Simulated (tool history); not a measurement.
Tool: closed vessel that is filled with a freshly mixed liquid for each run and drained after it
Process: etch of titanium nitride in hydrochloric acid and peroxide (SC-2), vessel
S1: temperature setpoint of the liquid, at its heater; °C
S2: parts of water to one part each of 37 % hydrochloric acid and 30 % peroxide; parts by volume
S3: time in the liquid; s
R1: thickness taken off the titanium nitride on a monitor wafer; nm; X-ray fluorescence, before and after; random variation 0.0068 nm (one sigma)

run 1 hour=0 | S1=57 S2=7 S3=45 | R1=3.5114
run 2 hour=4.9 | S1=50 S2=7 S3=45 | R1=2.1778
run 3 hour=10.7 | S1=50 S2=4.5 S3=45 | R1=3.0479
run 4 hour=14.6 | S1=50 S2=4.5 S3=45 | R1=3.0385
run 5 hour=23.6 | S1=48.5 S2=5 S3=45 | R1=2.5224
run 6 hour=27.7 | S1=48.5 S2=4 S3=45 | R1=2.9142
run 7 hour=34.2 | S1=41 S2=7 S3=45 | R1=1.1889
run 8 hour=35.2 | S1=41 S2=8 S3=45 | R1=1.0553

Run 9 comes next. What will it give?
run 9 hour=43.5 | S1=41 S2=8.5 S3=45 | R1=?

{"run 9": {"R1": 1.0082}}

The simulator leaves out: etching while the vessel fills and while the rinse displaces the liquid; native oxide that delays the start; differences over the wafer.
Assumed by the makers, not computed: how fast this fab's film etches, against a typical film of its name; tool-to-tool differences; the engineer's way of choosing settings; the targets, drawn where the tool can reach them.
